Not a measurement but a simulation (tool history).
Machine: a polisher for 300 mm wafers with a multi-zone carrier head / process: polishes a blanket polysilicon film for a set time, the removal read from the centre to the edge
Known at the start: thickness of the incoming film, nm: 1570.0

run  hour  flow of slurry (ml/min)  pressure of the head's centre zone  pressure of the head's middle zone  pressure of the head's edge zone  polishing time (s)  film removed at the wafer's centre (Å)  film removed at mid-radius (Å)  film removed at the wafer's edge (Å)
  1     0                      250                                   1                                   1                                 1                  47                                  5249.6                          5011.6                                4821.2
  2   6.6                      205                                   1                                   1                                 1                  47                                  5221.3                          4897.1                                4783.4
  3   7.4                      205                                   1                                   1                                 1                  39                                  4179.5                          3973.7                                4005.3
  4  11.1                      205                                   1                                1.06                                 1                  39                                  4250.2                            4164                                4093.2
     12.4  -- centre zone pressure recalibrated
  5  12.4                      205                                   1                                1.06                                 1                  34                                    3487                          3642.8                                3578.2
  6  13.3                      235                                1.05                                1.07                              0.94                  32                                  3515.1                          3564.6                                3254.4
  7  21.8                      240                                1.06                                1.07                              0.91                  31                                  3429.6                          3394.9                                3139.9
  8  27.3                      255                                1.08                                1.09                              0.88                  30                                  3366.2                            3386                                2972.4

Expected results for the next run?
  9  30.8                      260                                1.09                                1.09                              0.86                  30                                       ?                               ?                                     ?

For run 9 the tool returned film removed at the wafer's centre (Å) 3478.9, film removed at mid-radius (Å) 3370.3, film removed at the wafer's edge (Å) 2925.5.

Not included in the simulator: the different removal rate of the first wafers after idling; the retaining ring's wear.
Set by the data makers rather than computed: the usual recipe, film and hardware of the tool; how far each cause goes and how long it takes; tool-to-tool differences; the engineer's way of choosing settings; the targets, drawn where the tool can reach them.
